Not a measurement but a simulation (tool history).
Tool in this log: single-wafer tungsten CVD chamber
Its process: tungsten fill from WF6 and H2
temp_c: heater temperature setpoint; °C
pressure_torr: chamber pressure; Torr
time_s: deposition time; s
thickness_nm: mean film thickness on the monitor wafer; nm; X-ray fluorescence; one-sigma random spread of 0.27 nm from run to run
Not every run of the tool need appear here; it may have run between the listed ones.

run,hour,temp_c,pressure_torr,time_s,thickness_nm
1,0.0,370,46.5,31,63.834
2,8.1,370,46.5,32,66.774
3,9.0,364,46.5,32,59.577
4,10.1,364,46.5,31,57.514
5,13.0,372,46.5,31,67.441
6,18.0,376,46.5,31,72.305
7,23.1,371,46.3,31,65.777
8,25.1,367,46.1,31,60.919

What does the tool deliver on the next run?
9,29.9,364,46.0,31,?

{"run 9": {"thickness_nm": 57.286}}

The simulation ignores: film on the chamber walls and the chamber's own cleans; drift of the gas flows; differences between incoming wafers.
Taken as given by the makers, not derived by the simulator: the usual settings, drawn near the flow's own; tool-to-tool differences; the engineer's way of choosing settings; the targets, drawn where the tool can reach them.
